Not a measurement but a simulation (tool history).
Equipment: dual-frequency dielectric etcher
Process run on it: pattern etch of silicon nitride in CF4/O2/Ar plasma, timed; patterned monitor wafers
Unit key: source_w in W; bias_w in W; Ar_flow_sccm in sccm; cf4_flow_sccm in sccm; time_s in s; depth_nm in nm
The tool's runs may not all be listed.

Run 1, day 0: source_w 710 W, bias_w 42 W, Ar_flow_sccm 138 sccm, cf4_flow_sccm 131 sccm, time_s 291 s. Result: depth_nm 697.29 nm.
Run 2, day 0.246: source_w 650 W, bias_w 39 W, Ar_flow_sccm 143 sccm, cf4_flow_sccm 125 sccm, time_s 287 s. Result: depth_nm 608.58 nm.
Run 3, day 0.604: source_w 610 W, bias_w 37 W, Ar_flow_sccm 146 sccm, cf4_flow_sccm 124 sccm, time_s 286.5 s. Result: depth_nm 555.45 nm.
Run 4, day 0.671: source_w 610 W, bias_w 37 W, Ar_flow_sccm 168 sccm, cf4_flow_sccm 124 sccm, time_s 286.5 s. Result: depth_nm 544.82 nm.
Run 5, day 0.821: source_w 610 W, bias_w 37 W, Ar_flow_sccm 168 sccm, cf4_flow_sccm 135 sccm, time_s 286.5 s. Result: depth_nm 550.83 nm.
Run 6, day 0.867: source_w 570 W, bias_w 36 W, Ar_flow_sccm 169 sccm, cf4_flow_sccm 134 sccm, time_s 286.5 s. Result: depth_nm 508.34 nm.

Estimate the outcome of run 7 from the log above:
Run 7, day 1.233: source_w 540 W, bias_w 35 W, Ar_flow_sccm 170 sccm, cf4_flow_sccm 134 sccm, time_s 286.5 s. Result: depth_nm ?.

depth_nm: 476.7 nm
